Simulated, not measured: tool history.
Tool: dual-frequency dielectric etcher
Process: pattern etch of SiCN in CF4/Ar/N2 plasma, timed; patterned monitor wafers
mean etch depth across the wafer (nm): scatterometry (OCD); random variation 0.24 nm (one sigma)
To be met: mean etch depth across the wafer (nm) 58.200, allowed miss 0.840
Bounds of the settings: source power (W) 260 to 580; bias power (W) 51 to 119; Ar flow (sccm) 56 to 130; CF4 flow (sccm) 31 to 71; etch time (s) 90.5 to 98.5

run,hour,source power (W),bias power (W),Ar flow (sccm),CF4 flow (sccm),etch time (s),mean etch depth across the wafer (nm)
1,0.0,420,85,93,51,98.5,76.696
2,7.4,400,85,93,51,98.5,74.690
3,9.4,380,85,93,51,98.5,72.370
4,17.9,380,85,93,51,98.5,72.016
5,24.1,360,85,93,51,98.5,70.811
6,32.6,360,94,93,51,98.5,73.131
7,41.5,350,92,94,51,98.5,71.295
8,45.3,340,90,94,51,98.5,69.928
9,51.7,330,88,95,51,98.5,67.622
10,54.0,320,87,95,51,98.5,66.290
11,62.4,320,87,95,51,98.5,65.822
12,64.5,320,87,95,51,98.5,66.205
13,67.3,310,86,95,51,98.5,65.090
14,75.8,300,85,95,51,98.5,63.570
15,83.8,300,85,95,51,98.5,63.652
16,88.0,290,84,95,51,98.5,62.137
17,96.4,290,83,95,51,98.5,61.977
18,104.7,290,82,95,51,98.5,61.037
19,112.5,270,82,95,51,98.5,59.387

5 next moves are on the table. One of them brings every result within its allowed miss. Which?
A,120.3,290,86,101,50,92.5,?
B,120.3,270,85,97,49,93.5,?
C,120.3,280,82,96,51,92.0,?
D,120.3,270,89,113,52,98.5,?
E,120.3,260,86,91,50,93.0,?

move,mean etch depth across the wafer (nm)
A,58.161
B,56.486
C,56.063
D,60.422
E,56.113
A: meets every target
B: takes the result that was furthest off past its target
C: takes the result that was furthest off past its target
D: further off than the last run
E: takes the result that was furthest off past its target
Answer: A
